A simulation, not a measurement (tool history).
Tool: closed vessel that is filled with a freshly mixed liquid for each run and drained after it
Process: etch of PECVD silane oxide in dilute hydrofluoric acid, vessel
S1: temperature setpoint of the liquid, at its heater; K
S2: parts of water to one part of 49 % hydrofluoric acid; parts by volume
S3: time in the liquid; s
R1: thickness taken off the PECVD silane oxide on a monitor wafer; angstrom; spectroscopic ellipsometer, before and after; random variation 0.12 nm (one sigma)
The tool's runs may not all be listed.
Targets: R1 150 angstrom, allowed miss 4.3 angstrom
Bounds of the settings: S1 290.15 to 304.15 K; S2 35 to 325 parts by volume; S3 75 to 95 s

run,day,S1,S2,S3,R1
1,0,296.15,180,95,117.62
2,0.067,298.65,180,95,131.25
3,0.454,299.15,180,95,133.38
4,0.833,299.65,180,95,135.53
5,1.012,300.15,180,95,139.11
6,1.404,300.15,135,95,192.39
7,1.45,299.15,135,95,186.76
8,1.671,298.15,135,95,179.34
9,1.804,297.65,135,95,178
10,2.054,296.65,135,95,171.3

5 next moves are on the table. One of them brings every result within its allowed miss. Which?
A,2.304,297.15,155,90,?
B,2.304,297.65,150,85,?
C,2.304,297.15,110,95,?
D,2.304,297.65,155,95,?
E,2.304,295.15,135,95,?

move,R1
A,139.38
B,139.43
C,218.52
D,149.94
E,159.87
A: takes the result that was furthest off past its target
B: takes the result that was furthest off past its target
C: further off than the last run
D: meets every target
E: nearer than the last run, and not there yet
Move D is the one to make.

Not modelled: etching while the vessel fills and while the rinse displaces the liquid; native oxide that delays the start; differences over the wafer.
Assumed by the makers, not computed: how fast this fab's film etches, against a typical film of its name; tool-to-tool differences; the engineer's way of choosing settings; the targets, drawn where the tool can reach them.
